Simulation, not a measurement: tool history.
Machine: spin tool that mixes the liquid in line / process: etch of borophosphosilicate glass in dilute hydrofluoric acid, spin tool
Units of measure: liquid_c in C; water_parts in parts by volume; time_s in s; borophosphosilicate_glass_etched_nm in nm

| run | day | liquid_c | water_parts | time_s | borophosphosilicate_glass_etched_nm |
|---|---|---|---|---|---|
| 1 | 0 | 23 | 155 | 50 | 13 |
| 2 | 0.083 | 25 | 155 | 50 | 13.762 |
| 3 | 0.283 | 21.5 | 155 | 50 | 12.148 |
| 4 | 0.4 | 23.5 | 155 | 50 | 13.073 |
| 5 | 0.754 | 25.5 | 155 | 50 | 14.383 |
| 6 | 1.012 | 26.5 | 155 | 50 | 14.85 |
| 7 | 1.217 | 27.5 | 155 | 50 | 15.134 |
| 8 | 1.483 | 28.5 | 155 | 50 | 15.82 |
| 9 | 1.833 | 29 | 155 | 50 | 16.274 |

The next listed run, before its measurement:
| 10 | 2.162 | 29.5 | 155 | 50 | ? |

Run 10 came out at borophosphosilicate_glass_etched_nm 16.783 nm.
